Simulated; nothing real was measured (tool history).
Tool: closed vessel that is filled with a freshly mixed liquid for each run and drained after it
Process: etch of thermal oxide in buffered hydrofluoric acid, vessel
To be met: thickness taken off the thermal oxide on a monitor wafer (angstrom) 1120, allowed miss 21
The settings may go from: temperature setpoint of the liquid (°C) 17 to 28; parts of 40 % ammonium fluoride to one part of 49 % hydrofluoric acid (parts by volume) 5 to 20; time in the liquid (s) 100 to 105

| run | hour | temperature setpoint of the liquid (°C) | parts of 40 % ammonium fluoride to one part of 49 % hydrofluoric acid (parts by volume) | time in the liquid (s) | thickness taken off the thermal oxide on a monitor wafer (angstrom) |
|---|---|---|---|---|---|
| 1 | 0 | 20 | 12 | 100 | 745.17 |
| 2 | 9.1 | 20 | 14.5 | 100 | 618.86 |
| 3 | 18 | 21.5 | 14 | 100 | 697.55 |
| 4 | 21.6 | 22.5 | 13.5 | 100 | 761.31 |
| 5 | 25 | 22.5 | 13.5 | 100 | 759.83 |
| 6 | 29.9 | 25 | 13.5 | 100 | 872.57 |
| 7 | 33.8 | 25.5 | 13.5 | 100 | 896.98 |
| 8 | 40.5 | 26 | 13.5 | 100 | 918.98 |
| 9 | 44.6 | 26.5 | 13.5 | 100 | 949.05 |
| 10 | 49.8 | 27 | 13.5 | 100 | 970.62 |
| 11 | 53.1 | 28 | 12 | 100 | 1156.2 |

Which of these 5 next moves meets every target?
| A | 56.4 | 27.5 | 11.5 | 100 | ? |
| B | 56.4 | 27.5 | 12 | 100 | ? |
| C | 56.4 | 24 | 10 | 105 | ? |
| D | 56.4 | 28 | 12.5 | 105 | ? |
| E | 56.4 | 27.5 | 12 | 105 | ? |

| move | thickness taken off the thermal oxide on a monitor wafer (angstrom) |
|---|---|
| A | 1165.1 |
| B | 1117.7 |
| C | 1160.6 |
| D | 1158.1 |
| E | 1173.5 |
A: further off than the last run
B: meets every target
C: further off than the last run
D: further off than the last run
E: further off than the last run
The right move is B.
